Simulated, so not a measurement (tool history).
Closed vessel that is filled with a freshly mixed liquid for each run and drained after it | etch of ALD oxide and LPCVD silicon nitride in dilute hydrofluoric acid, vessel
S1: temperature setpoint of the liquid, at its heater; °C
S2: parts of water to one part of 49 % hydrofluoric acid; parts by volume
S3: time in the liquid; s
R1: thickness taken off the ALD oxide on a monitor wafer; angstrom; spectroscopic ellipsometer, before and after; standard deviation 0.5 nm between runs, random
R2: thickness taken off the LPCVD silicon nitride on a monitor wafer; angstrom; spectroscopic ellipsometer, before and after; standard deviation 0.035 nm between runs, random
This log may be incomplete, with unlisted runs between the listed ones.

run,hour,S1,S2,S3,R1,R2
1,0,22,150,475,279.66,11.005
2,1.3,18.5,150,475,245.4,8.8924
3,9.5,19,120,475,323.45,11.126
4,12.5,22.5,120,475,376.35,14.174
5,17.3,22.5,95,455,468.54,16.997
6,21.4,22,80,440,533.85,18.252

Run 7 has not been measured yet. What should we expect?
7,23,22,70,425,?,?

{"run 7": {"R1": 587.17, "R2": 20.33}}

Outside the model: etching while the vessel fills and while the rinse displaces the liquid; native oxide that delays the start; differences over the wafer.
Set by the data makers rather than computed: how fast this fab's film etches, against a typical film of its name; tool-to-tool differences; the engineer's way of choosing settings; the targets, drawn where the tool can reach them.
